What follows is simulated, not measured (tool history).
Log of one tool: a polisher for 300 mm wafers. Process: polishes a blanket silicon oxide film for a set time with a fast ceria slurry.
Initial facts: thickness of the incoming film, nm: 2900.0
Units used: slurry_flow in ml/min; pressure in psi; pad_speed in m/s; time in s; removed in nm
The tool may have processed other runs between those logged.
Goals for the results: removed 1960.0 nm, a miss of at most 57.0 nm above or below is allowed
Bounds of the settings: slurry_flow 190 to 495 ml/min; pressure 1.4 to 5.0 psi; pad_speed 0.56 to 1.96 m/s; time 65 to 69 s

| run | hour | slurry_flow | pressure | pad_speed | time | removed |
|---|---|---|---|---|---|---|
| 1 | 0.0 | 320 | 3.2 | 1.26 | 65 | 1375.5 |
| 2 | 2.2 | 260 | 3.2 | 1.26 | 65 | 1337.1 |
| 3 | 4.9 | 335 | 3.2 | 1.26 | 65 | 1380.9 |
| 4 | 8.0 | 335 | 3.2 | 1.26 | 69 | 1451.6 |
| 5 | 12.0 | 335 | 3.7 | 1.26 | 69 | 1680.2 |
| 6 | 18.5 | 335 | 3.7 | 1.02 | 69 | 1354.4 |
| 7 | 25.2 | 335 | 4.1 | 1.02 | 69 | 1495.6 |
| 8 | 28.1 | 335 | 4.4 | 1.04 | 69 | 1608.8 |
| 9 | 28.9 | 335 | 4.6 | 1.06 | 69 | 1739.7 |
| 10 | 36.9 | 335 | 4.7 | 1.06 | 69 | 1784.4 |
| 11 | 37.5 | 335 | 4.8 | 1.06 | 69 | 1797.4 |
| 12 | 41.7 | 335 | 4.9 | 1.08 | 69 | 1868.9 |

Exercise: of the 4 proposed moves below, exactly one satisfies all targets within the stated allowed misses. Which move is it?
| A | 45.9 | 285 | 5.0 | 1.04 | 69 | ? |
| B | 45.9 | 355 | 5.0 | 1.10 | 65 | ? |
| C | 45.9 | 345 | 4.8 | 1.12 | 66 | ? |
| D | 45.9 | 315 | 4.8 | 1.16 | 69 | ? |

| move | removed |
|---|---|
| A | 1782.9 |
| B | 1810.0 |
| C | 1795.2 |
| D | 1925.7 |
A: misses by more than the last run did
B: misses by more than the last run did
C: misses by more than the last run did
D: every result within its allowed miss
D meets every target.
